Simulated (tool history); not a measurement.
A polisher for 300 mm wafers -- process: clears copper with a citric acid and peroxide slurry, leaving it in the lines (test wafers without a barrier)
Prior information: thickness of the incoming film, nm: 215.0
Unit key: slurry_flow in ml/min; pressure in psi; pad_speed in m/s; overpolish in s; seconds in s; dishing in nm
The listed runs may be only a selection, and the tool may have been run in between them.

| run | hour | slurry_flow | pressure | pad_speed | slurry_solids | overpolish | seconds | dishing |
|---|---|---|---|---|---|---|---|---|
| 1 | 0 | 245 | 2.5 | 0.94 | 1 | 8 | 150.31 | 8.9158 |
| 2 | 7.8 | 245 | 2.5 | 0.94 | 1 | 11 | 142.31 | 11.462 |
| 3 | 11.1 | 245 | 2.5 | 0.94 | 1 | 13 | 146.46 | 13.195 |
| 4 | 18.9 | 225 | 2.5 | 0.94 | 1 | 13 | 144.81 | 12.993 |
| 5 | 20.7 | 225 | 2.3 | 0.94 | 1 | 13 | 159.35 | 12.324 |
| 6 | 29.2 | 165 | 2.3 | 0.94 | 1 | 13 | 161.91 | 12.167 |

Run 7 comes next. What will it give?
| 7 | 37.2 | 165 | 2.1 | 0.94 | 1 | 12 | ? | ? |

{"run 7": {"seconds": 181.62, "dishing": 10.214}}

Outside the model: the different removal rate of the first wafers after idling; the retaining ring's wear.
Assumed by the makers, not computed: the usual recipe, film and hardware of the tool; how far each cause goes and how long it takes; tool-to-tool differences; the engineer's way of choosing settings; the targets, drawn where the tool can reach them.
